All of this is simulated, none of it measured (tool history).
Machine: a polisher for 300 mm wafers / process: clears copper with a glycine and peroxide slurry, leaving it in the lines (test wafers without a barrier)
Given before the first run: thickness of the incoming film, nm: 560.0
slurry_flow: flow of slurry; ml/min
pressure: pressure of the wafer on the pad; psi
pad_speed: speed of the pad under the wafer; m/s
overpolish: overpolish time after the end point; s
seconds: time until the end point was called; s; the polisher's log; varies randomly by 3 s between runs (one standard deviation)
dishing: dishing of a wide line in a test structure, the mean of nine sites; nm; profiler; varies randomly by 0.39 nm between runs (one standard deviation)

{"run": 1, "hour": 0.0, "slurry_flow": 145, "pressure": 1.7, "pad_speed": 1.26, "overpolish": 12, "seconds": 130.93, "dishing": 36.878}
{"run": 2, "hour": 3.0, "slurry_flow": 160, "pressure": 1.7, "pad_speed": 1.26, "overpolish": 12, "seconds": 126.81, "dishing": 37.253}
{"run": 3, "hour": 6.3, "slurry_flow": 175, "pressure": 1.7, "pad_speed": 1.26, "overpolish": 12, "seconds": 123.72, "dishing": 36.878}
{"run": 4, "hour": 12.1, "slurry_flow": 180, "pressure": 1.5, "pad_speed": 1.24, "overpolish": 11, "seconds": 137.51, "dishing": 33.812}
{"run": 5, "hour": 18.9, "slurry_flow": 180, "pressure": 1.5, "pad_speed": 1.46, "overpolish": 11, "seconds": 120.39, "dishing": 36.804}
{"run": 6, "hour": 20.0, "slurry_flow": 180, "pressure": 1.4, "pad_speed": 1.42, "overpolish": 9, "seconds": 128.06, "dishing": 28.818}
{"run": 7, "hour": 26.6, "slurry_flow": 180, "pressure": 1.4, "pad_speed": 1.42, "overpolish": 9, "seconds": 128.33, "dishing": 28.842}

What does the tool deliver on the next run?
{"run": 8, "hour": 29.9, "slurry_flow": 175, "pressure": 1.3, "pad_speed": 1.4, "overpolish": 8, "seconds": "?", "dishing": "?"}

seconds: 130.29 s
dishing: 25.287 nm

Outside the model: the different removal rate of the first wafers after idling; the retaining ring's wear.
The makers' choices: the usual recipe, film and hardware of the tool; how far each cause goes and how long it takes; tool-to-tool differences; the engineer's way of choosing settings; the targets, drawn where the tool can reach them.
